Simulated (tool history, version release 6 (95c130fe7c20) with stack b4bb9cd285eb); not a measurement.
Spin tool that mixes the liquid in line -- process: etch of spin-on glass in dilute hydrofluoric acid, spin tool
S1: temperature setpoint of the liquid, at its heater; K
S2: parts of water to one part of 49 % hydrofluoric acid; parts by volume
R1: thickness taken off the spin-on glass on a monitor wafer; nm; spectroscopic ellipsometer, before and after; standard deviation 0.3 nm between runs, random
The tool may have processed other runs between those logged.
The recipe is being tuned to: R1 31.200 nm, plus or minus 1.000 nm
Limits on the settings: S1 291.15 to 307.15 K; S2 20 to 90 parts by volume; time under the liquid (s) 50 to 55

Run 1, hour 0.0: S1 299.15 K, S2 50 parts by volume, time under the liquid (s) 50. Result: R1 48.659 nm.
Run 2, hour 3.7: S1 297.15 K, S2 50 parts by volume, time under the liquid (s) 50. Result: R1 45.412 nm.
Run 3, hour 10.2: S1 300.15 K, S2 50 parts by volume, time under the liquid (s) 50. Result: R1 50.974 nm.
Run 4, hour 14.6: S1 300.15 K, S2 50 parts by volume, time under the liquid (s) 55. Result: R1 55.806 nm.
Run 5, hour 18.2: S1 302.65 K, S2 50 parts by volume, time under the liquid (s) 55. Result: R1 62.111 nm.
Run 6, hour 25.2: S1 300.15 K, S2 55 parts by volume, time under the liquid (s) 55. Result: R1 50.289 nm.
Run 7, hour 30.7: S1 298.15 K, S2 60 parts by volume, time under the liquid (s) 55. Result: R1 41.715 nm.
Run 8, hour 35.5: S1 296.65 K, S2 60 parts by volume, time under the liquid (s) 55. Result: R1 39.350 nm.
Run 9, hour 43.2: S1 295.15 K, S2 60 parts by volume, time under the liquid (s) 55. Result: R1 37.446 nm.
Run 10, hour 44.2: S1 294.15 K, S2 60 parts by volume, time under the liquid (s) 55. Result: R1 36.177 nm.
Run 11, hour 45.9: S1 293.65 K, S2 60 parts by volume, time under the liquid (s) 55. Result: R1 34.818 nm.
Run 12, hour 49.1: S1 293.15 K, S2 60 parts by volume, time under the liquid (s) 55. Result: R1 34.433 nm.
Run 13, hour 56.0: S1 293.15 K, S2 60 parts by volume, time under the liquid (s) 55. Result: R1 34.509 nm.
Run 14, hour 60.7: S1 292.65 K, S2 60 parts by volume, time under the liquid (s) 55. Result: R1 33.913 nm.

Which of these 5 next moves meets every target?
Run A, hour 65.4: S1 293.15 K, S2 55 parts by volume, time under the liquid (s) 55. Result: R1 ?.
Run B, hour 65.4: S1 294.65 K, S2 70 parts by volume, time under the liquid (s) 55. Result: R1 ?.
Run C, hour 65.4: S1 293.15 K, S2 60 parts by volume, time under the liquid (s) 55. Result: R1 ?.
Run D, hour 65.4: S1 297.65 K, S2 65 parts by volume, time under the liquid (s) 50. Result: R1 ?.
Run E, hour 65.4: S1 291.15 K, S2 65 parts by volume, time under the liquid (s) 55. Result: R1 ?.

move      R1
   A  37.641
   B  30.928
   C  34.300
   D  34.452
   E  28.917
A: the biggest miss grows against the last run
B: meets every target
C: the biggest miss grows against the last run
D: the biggest miss grows against the last run
E: carries the result that was furthest off beyond its target, to the other side
So the answer is move B, the one that meets all the targets.
